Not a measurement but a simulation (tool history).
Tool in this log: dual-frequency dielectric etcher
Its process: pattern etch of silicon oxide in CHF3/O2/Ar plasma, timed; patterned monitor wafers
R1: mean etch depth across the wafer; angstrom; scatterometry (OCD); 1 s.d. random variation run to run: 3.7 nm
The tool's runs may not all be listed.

run 1 hour=0 | source_power_(kW)=0.89 bias_power_(kW)=0.189 etch_time_(s)=223.5 | R1=5073.3
run 2 hour=5.7 | source_power_(kW)=0.98 bias_power_(kW)=0.198 etch_time_(s)=223.5 | R1=5443.5
run 3 hour=11.9 | source_power_(kW)=1.03 bias_power_(kW)=0.2 etch_time_(s)=223.5 | R1=5542.5
run 4 hour=16 | source_power_(kW)=1.03 bias_power_(kW)=0.212 etch_time_(s)=223.5 | R1=5610.6
run 5 hour=20.9 | source_power_(kW)=1.07 bias_power_(kW)=0.215 etch_time_(s)=223.5 | R1=5700.3
run 6 hour=27.8 | source_power_(kW)=0.93 bias_power_(kW)=0.215 etch_time_(s)=223.5 | R1=5429.7
run 7 hour=30.4 | source_power_(kW)=1 bias_power_(kW)=0.22 etch_time_(s)=223.5 | R1=5661.7

Run 8 has not been measured yet. What should we expect?
run 8 hour=33.5 | source_power_(kW)=1.04 bias_power_(kW)=0.223 etch_time_(s)=223.5 | R1=?

R1: 5698.4 angstrom
